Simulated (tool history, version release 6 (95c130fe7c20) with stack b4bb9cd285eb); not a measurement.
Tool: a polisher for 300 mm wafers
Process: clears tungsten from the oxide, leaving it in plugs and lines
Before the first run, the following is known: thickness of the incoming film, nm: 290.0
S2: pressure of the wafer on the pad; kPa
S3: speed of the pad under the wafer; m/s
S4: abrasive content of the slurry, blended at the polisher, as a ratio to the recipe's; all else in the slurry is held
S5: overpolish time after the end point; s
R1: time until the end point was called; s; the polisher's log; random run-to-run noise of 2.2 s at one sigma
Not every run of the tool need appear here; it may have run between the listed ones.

run 1 hour=0 | flow_of_slurry_(ml/min)=300 S2=24.1 S3=0.86 S4=1 S5=12 | R1=88.707
run 2 hour=9 | flow_of_slurry_(ml/min)=300 S2=22.1 S3=0.84 S4=1 S5=12 | R1=98.521
run 3 hour=18 | flow_of_slurry_(ml/min)=300 S2=22.1 S3=1 S4=1 S5=12 | R1=87.011
run 4 hour=26.9 | flow_of_slurry_(ml/min)=300 S2=20 S3=0.98 S4=1 S5=12 | R1=95.114
run 5 hour=35.9 | flow_of_slurry_(ml/min)=300 S2=20 S3=1.18 S4=1 S5=12 | R1=80.664
run 6 hour=42.5 | flow_of_slurry_(ml/min)=300 S2=17.2 S3=1.16 S4=1 S5=12 | R1=98.066
run 7 hour=48.5 | flow_of_slurry_(ml/min)=300 S2=15.9 S3=1.16 S4=1 S5=12 | R1=103.99
run 8 hour=53.7 | flow_of_slurry_(ml/min)=300 S2=15.2 S3=1.16 S4=1 S5=12 | R1=108.78
run 9 hour=62.1 | flow_of_slurry_(ml/min)=300 S2=14.5 S3=1.16 S4=1 S5=12 | R1=110.29

Run 10 is up next; what results do you expect?
run 10 hour=70.7 | flow_of_slurry_(ml/min)=300 S2=11.7 S3=1.14 S4=1 S5=12 | R1=?

{"run 10": {"R1": 140.04}}

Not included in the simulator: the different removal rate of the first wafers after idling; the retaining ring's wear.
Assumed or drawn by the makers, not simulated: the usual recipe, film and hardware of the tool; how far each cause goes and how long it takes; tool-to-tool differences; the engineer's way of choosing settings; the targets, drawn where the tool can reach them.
